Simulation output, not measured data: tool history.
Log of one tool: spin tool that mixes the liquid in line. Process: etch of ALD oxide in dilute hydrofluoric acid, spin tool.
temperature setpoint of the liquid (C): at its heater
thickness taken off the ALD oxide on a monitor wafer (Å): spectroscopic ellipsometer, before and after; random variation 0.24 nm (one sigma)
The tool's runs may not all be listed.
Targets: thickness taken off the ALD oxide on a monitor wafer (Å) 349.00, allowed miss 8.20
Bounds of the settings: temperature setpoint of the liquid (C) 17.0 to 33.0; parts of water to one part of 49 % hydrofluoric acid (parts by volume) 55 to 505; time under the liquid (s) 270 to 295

| run | hour | temperature setpoint of the liquid (C) | parts of water to one part of 49 % hydrofluoric acid (parts by volume) | time under the liquid (s) | thickness taken off the ALD oxide on a monitor wafer (Å) |
|---|---|---|---|---|---|
| 1 | 0.0 | 25.0 | 280 | 270 | 104.04 |
| 2 | 7.1 | 26.5 | 235 | 270 | 135.59 |
| 3 | 12.8 | 28.0 | 200 | 270 | 175.00 |
| 4 | 18.8 | 29.0 | 180 | 270 | 205.75 |
| 5 | 25.2 | 30.0 | 165 | 270 | 236.90 |
| 6 | 33.6 | 33.0 | 165 | 270 | 265.64 |
| 7 | 37.6 | 33.0 | 155 | 270 | 286.38 |
| 8 | 42.4 | 33.0 | 145 | 270 | 308.06 |
| 9 | 46.6 | 33.0 | 140 | 270 | 323.49 |
| 10 | 48.6 | 33.0 | 135 | 270 | 336.83 |

4 next moves are on the table. One of them brings every result within its allowed miss. Which?
| A | 50.6 | 32.5 | 135 | 270 | ? |
| B | 50.6 | 33.0 | 140 | 270 | ? |
| C | 50.6 | 31.5 | 125 | 270 | ? |
| D | 50.6 | 29.0 | 130 | 295 | ? |

| move | thickness taken off the ALD oxide on a monitor wafer (Å) |
|---|---|
| A | 325.84 |
| B | 317.54 |
| C | 344.35 |
| D | 327.94 |
A: further off than the last run
B: further off than the last run
C: meets every target
D: further off than the last run
Answer: C
